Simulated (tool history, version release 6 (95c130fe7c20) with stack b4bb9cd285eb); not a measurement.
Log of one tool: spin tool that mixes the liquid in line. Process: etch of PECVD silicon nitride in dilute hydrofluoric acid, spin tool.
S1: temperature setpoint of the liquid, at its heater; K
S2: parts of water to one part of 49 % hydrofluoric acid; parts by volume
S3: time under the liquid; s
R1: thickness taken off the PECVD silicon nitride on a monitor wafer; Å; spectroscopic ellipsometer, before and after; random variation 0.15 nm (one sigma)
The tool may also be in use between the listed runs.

| run | hour | S1 | S2 | S3 | R1 |
|---|---|---|---|---|---|
| 1 | 0 | 293.15 | 160 | 325 | 35.132 |
| 2 | 1.3 | 294.15 | 155 | 325 | 37.766 |
| 3 | 3.5 | 294.15 | 195 | 325 | 31.283 |
| 4 | 12.1 | 295.65 | 195 | 325 | 34.236 |
| 5 | 20.2 | 295.65 | 175 | 325 | 36.746 |
| 6 | 20.9 | 293.65 | 175 | 325 | 33.285 |

Forecast run 7:
| 7 | 25.5 | 294.65 | 165 | 325 | ? |

R1: 36.692 Å
